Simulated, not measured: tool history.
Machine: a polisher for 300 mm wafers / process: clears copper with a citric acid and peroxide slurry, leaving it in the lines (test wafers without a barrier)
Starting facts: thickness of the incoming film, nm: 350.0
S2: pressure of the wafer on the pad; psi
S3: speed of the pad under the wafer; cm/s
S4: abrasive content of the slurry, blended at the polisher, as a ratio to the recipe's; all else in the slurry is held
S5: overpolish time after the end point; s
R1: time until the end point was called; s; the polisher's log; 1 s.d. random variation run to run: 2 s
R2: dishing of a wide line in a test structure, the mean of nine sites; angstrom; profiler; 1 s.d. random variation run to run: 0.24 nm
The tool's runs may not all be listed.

Run 1, hour 0.0: flow of slurry (ml/min) 160, S2 3.9 psi, S3 138 cm/s, S4 1.0, S5 9 s. Result: R1 94.039 s, R2 240.73 angstrom.
Run 2, hour 7.3: flow of slurry (ml/min) 160, S2 3.9 psi, S3 172 cm/s, S4 1.0, S5 9 s. Result: R1 80.824 s, R2 269.11 angstrom.
Run 3, hour 8.6: flow of slurry (ml/min) 160, S2 3.5 psi, S3 170 cm/s, S4 1.0, S5 8 s. Result: R1 88.118 s, R2 223.20 angstrom.
Run 4, hour 17.5: flow of slurry (ml/min) 160, S2 3.5 psi, S3 146 cm/s, S4 1.0, S5 8 s. Result: R1 98.560 s, R2 190.17 angstrom.
Run 5, hour 24.1: flow of slurry (ml/min) 160, S2 3.2 psi, S3 146 cm/s, S4 1.0, S5 7 s. Result: R1 108.290 s, R2 163.05 angstrom.
Run 6, hour 32.9: flow of slurry (ml/min) 160, S2 3.0 psi, S3 146 cm/s, S4 1.0, S5 6 s. Result: R1 114.620 s, R2 128.51 angstrom.

Estimate the outcome of run 7 from the log above:
Run 7, hour 41.5: flow of slurry (ml/min) 160, S2 2.9 psi, S3 146 cm/s, S4 1.0, S5 6 s. Result: R1 ?, R2 ?.

R1: 119.630 s
R2: 123.98 angstrom
